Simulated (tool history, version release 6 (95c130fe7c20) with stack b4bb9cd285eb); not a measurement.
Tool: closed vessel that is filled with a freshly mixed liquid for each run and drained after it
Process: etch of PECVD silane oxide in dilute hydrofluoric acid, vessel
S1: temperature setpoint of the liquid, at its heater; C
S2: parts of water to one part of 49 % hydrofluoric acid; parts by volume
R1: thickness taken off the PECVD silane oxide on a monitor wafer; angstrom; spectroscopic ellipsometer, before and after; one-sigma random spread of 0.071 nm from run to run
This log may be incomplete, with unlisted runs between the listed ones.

{"run": 1, "hour": 0.0, "S1": 24, "S2": 80, "time in the liquid (s)": 30, "R1": 55.468}
{"run": 2, "hour": 1.7, "S1": 24, "S2": 80, "time in the liquid (s)": 30, "R1": 55.569}
{"run": 3, "hour": 5.2, "S1": 25, "S2": 80, "time in the liquid (s)": 30, "R1": 57.576}
{"run": 4, "hour": 8.4, "S1": 28, "S2": 80, "time in the liquid (s)": 30, "R1": 63.642}
{"run": 5, "hour": 16.4, "S1": 28, "S2": 95, "time in the liquid (s)": 30, "R1": 53.468}
{"run": 6, "hour": 23.4, "S1": 28, "S2": 95, "time in the liquid (s)": 30, "R1": 52.956}
{"run": 7, "hour": 31.6, "S1": 28.5, "S2": 90, "time in the liquid (s)": 30, "R1": 57.891}
{"run": 8, "hour": 40.8, "S1": 29, "S2": 85, "time in the liquid (s)": 30, "R1": 62.689}
{"run": 9, "hour": 47.3, "S1": 29.5, "S2": 80, "time in the liquid (s)": 30, "R1": 68.596}

Run 10, settings as shown, results not yet in. Your forecast:
{"run": 10, "hour": 48.3, "S1": 30, "S2": 80, "time in the liquid (s)": 30, "R1": "?"}

Logged for run 10: R1 70.13 angstrom.

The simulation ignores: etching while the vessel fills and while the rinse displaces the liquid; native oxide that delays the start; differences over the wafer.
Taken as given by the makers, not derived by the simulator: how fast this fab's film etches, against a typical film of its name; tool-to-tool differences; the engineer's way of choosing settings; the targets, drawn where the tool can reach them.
